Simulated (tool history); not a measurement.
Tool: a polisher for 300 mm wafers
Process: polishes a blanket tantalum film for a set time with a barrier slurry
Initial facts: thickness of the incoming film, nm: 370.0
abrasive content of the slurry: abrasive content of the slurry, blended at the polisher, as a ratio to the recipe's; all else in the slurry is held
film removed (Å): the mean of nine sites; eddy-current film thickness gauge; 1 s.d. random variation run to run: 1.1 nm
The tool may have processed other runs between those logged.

run  hour  flow of slurry (ml/min)  pressure of the wafer on the pad (kPa)  speed of the pad under the wafer (cm/s)  abrasive content of the slurry  polishing time (s)  film removed (Å)
  1   0.0                      150                                    12.4                                      122                             1.0                  90            1655.6
  2   1.2                      150                                    12.4                                      122                             1.1                  90            1740.7
  3   8.9                      150                                    11.0                                      122                             1.1                  90            1580.2
  4  13.3                      180                                    11.0                                      122                             1.1                  90            1636.0
  5  14.1                      175                                    10.3                                      120                             1.1                  90            1488.0
  6  16.0                      175                                     9.7                                      120                             1.1                  90            1387.4
  7  22.9                      170                                     9.0                                      120                             1.1                  90            1313.1

Run 8, settings as shown, results not yet in. Your forecast:
  8  24.6                      170                                     8.3                                      120                             1.1                  90                 ?

film removed (Å): 1215.0

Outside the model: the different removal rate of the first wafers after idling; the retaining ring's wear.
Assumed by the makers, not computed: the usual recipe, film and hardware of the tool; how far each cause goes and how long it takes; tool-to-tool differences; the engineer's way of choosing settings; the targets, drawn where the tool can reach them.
